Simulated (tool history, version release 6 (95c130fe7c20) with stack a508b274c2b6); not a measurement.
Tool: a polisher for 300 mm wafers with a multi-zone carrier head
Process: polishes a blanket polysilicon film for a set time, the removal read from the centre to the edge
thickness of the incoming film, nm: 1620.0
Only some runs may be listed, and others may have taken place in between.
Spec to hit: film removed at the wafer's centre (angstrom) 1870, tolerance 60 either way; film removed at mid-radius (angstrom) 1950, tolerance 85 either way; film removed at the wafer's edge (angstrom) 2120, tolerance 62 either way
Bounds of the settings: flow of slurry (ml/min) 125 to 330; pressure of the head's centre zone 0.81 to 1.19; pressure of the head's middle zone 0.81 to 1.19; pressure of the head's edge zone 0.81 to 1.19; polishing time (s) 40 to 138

| run | hour | flow of slurry (ml/min) | pressure of the head's centre zone | pressure of the head's middle zone | pressure of the head's edge zone | polishing time (s) | film removed at the wafer's centre (angstrom) | film removed at mid-radius (angstrom) | film removed at the wafer's edge (angstrom) |
|---|---|---|---|---|---|---|---|---|---|
| 1 | 0 | 210 | 1 | 1 | 1 | 88 | 3517.9 | 3709.8 | 3578.1 |
| 2 | 6.5 | 200 | 0.97 | 0.97 | 0.98 | 79 | 3063.5 | 3181.3 | 3208.3 |
| 3 | 8.6 | 200 | 0.97 | 0.97 | 0.98 | 57 | 2194.4 | 2340.8 | 2291 |
| 4 | 10.1 | 200 | 0.97 | 0.97 | 0.98 | 41 | 1575.2 | 1624.2 | 1625 |
| 5 | 15.4 | 200 | 0.97 | 1 | 0.98 | 41 | 1577.4 | 1676.4 | 1643.6 |
| 6 | 23.9 | 205 | 0.96 | 0.98 | 1 | 43 | 1668 | 1741.7 | 1754.2 |
| 7 | 29.2 | 215 | 0.95 | 0.97 | 1.02 | 44 | 1685.9 | 1749.4 | 1819.2 |
| 8 | 34.7 | 220 | 0.94 | 0.97 | 1.03 | 45 | 1709.3 | 1801 | 1876.6 |
| 9 | 36.7 | 230 | 0.94 | 0.97 | 1.04 | 46 | 1739.8 | 1852.3 | 1903.3 |
| 10 | 43.7 | 260 | 0.96 | 0.94 | 1.14 | 50 | 1951.1 | 1997.6 | 2172.4 |
| 11 | 45.9 | 255 | 0.96 | 0.94 | 1.14 | 50 | 1925.6 | 2013.3 | 2194 |
| 12 | 50 | 250 | 0.96 | 0.94 | 1.13 | 50 | 1942.5 | 1965.9 | 2179.9 |
| 13 | 58.8 | 245 | 0.96 | 0.94 | 1.12 | 50 | 1964.6 | 1974.2 | 2160.5 |
| 14 | 67.4 | 245 | 0.95 | 0.94 | 1.12 | 50 | 1918.3 | 1956.3 | 2148.3 |

Next run, 5 choices. One meets every target within its allowed miss, the rest don't. Which?
| A | 76 | 230 | 1 | 0.85 | 1.11 | 49 | ? | ? | ? |
| B | 76 | 240 | 1.04 | 0.95 | 1.11 | 48 | ? | ? | ? |
| C | 76 | 300 | 0.93 | 1.03 | 1.12 | 49 | ? | ? | ? |
| D | 76 | 265 | 0.9 | 0.91 | 1.16 | 51 | ? | ? | ? |
| E | 76 | 200 | 0.93 | 0.93 | 1.08 | 50 | ? | ? | ? |

| move | film removed at the wafer's centre (angstrom) | film removed at mid-radius (angstrom) | film removed at the wafer's edge (angstrom) |
|---|---|---|---|
| A | 1979.1 | 1768 | 2099.7 |
| B | 2027.5 | 1906.9 | 2060.6 |
| C | 1893.4 | 2127.9 | 2142.5 |
| D | 1882 | 1974.3 | 2250.8 |
| E | 1848.5 | 1916.6 | 2091.6 |
A: its largest miss is bigger than the last run's
B: its largest miss is bigger than the last run's
C: meets the target for the result that was furthest off, but another lies outside its allowed miss
D: meets the target for the result that was furthest off, but another lies outside its allowed miss
E: hits every target within its allowed miss
Move E is the one to make.
